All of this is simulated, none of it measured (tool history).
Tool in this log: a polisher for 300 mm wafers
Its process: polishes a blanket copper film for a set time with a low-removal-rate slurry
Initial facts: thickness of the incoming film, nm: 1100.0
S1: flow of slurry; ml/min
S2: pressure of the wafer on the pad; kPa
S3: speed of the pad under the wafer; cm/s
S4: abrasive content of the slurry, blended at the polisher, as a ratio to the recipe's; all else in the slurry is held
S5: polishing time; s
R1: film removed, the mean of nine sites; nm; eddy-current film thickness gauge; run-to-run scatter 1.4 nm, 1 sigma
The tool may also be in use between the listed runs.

run  hour   S1    S2   S3  S4  S5      R1
  1     0  280  17.2  120   1  90  284.91
  2   1.6  280  17.2  120   1  94  293.96
  3   7.2  280  15.2  120   1  94  257.36
  4    16  280  13.8  116   1  94  231.68
  5  23.5  280  12.4  112   1  94  204.24
  6  31.3  280  11.7  110   1  94  192.07

What does the tool deliver on the next run?
  7  38.7  280  11  108   1  94   ?

R1: 176.33 nm
